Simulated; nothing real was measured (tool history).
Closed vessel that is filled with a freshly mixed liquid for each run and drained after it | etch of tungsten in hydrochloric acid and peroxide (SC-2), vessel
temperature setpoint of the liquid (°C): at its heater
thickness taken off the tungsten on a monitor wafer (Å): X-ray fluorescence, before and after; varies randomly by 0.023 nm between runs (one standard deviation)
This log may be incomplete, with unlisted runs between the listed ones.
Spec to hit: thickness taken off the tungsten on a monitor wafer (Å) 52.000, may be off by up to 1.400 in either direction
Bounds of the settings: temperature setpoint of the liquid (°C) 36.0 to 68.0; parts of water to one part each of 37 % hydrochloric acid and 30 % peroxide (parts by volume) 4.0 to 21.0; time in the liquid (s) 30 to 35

run	hour	temperature setpoint of the liquid (°C)	parts of water to one part each of 37 % hydrochloric acid and 30 % peroxide (parts by volume)	time in the liquid (s)	thickness taken off the tungsten on a monitor wafer (Å)
1	0.0	52.0	11.5	35	125.160
2	1.1	48.5	11.5	35	98.869
3	10.1	43.0	11.5	35	68.549
4	12.6	42.5	11.5	35	65.616
5	15.3	42.5	11.5	35	66.219
6	23.8	42.0	11.5	35	63.536
7	33.1	41.5	11.5	35	61.921
8	36.9	41.0	11.5	35	59.623

Next run, 4 choices. One meets every target within its allowed miss, the rest don't. Which?
A	40.7	41.5	15.0	35	?
B	40.7	40.5	11.5	30	?
C	40.7	39.0	11.5	35	?
D	40.7	39.0	12.5	35	?

move	thickness taken off the tungsten on a monitor wafer (Å)
A	48.981
B	49.267
C	51.663
D	48.100
A: takes the result that was furthest off past its target
B: takes the result that was furthest off past its target
C: in spec on every target
D: takes the result that was furthest off past its target
C meets every target.

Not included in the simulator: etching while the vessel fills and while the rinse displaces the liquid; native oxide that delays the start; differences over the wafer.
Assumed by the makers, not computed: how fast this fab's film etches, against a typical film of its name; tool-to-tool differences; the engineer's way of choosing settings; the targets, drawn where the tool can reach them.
